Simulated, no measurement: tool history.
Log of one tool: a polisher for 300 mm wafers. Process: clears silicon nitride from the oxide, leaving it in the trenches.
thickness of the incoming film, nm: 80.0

| run | hour | flow of slurry (ml/min) | pressure of the wafer on the pad (psi) | speed of the pad under the wafer (cm/s) | overpolish time after the end point (s) | time until the end point was called (s) |
|---|---|---|---|---|---|---|
| 1 | 0 | 285 | 2.8 | 120 | 20 | 74.691 |
| 2 | 1.6 | 285 | 2.6 | 114 | 20 | 83.421 |
| 3 | 4.1 | 285 | 2.5 | 108 | 20 | 91.705 |
| 4 | 5 | 220 | 2.5 | 108 | 20 | 93.9 |
| 5 | 6.7 | 220 | 2.4 | 104 | 20 | 100.77 |
| 6 | 14.6 | 220 | 2.3 | 100 | 20 | 109.36 |
| 7 | 22.4 | 220 | 2.2 | 98 | 20 | 116.85 |
| 8 | 26.6 | 220 | 2.2 | 98 | 20 | 115.04 |
| 9 | 28 | 220 | 2.1 | 96 | 20 | 123.61 |
| 10 | 36.3 | 220 | 2 | 94 | 20 | 132.06 |
| 11 | 39.7 | 220 | 1.9 | 92 | 20 | 140.24 |
| 12 | 40.7 | 220 | 1.8 | 90 | 20 | 150.71 |

Forecast run 13:
| 13 | 45.2 | 220 | 1.7 | 90 | 20 | ? |

{"run 13": {"time until the end point was called (s)": 161.14}}

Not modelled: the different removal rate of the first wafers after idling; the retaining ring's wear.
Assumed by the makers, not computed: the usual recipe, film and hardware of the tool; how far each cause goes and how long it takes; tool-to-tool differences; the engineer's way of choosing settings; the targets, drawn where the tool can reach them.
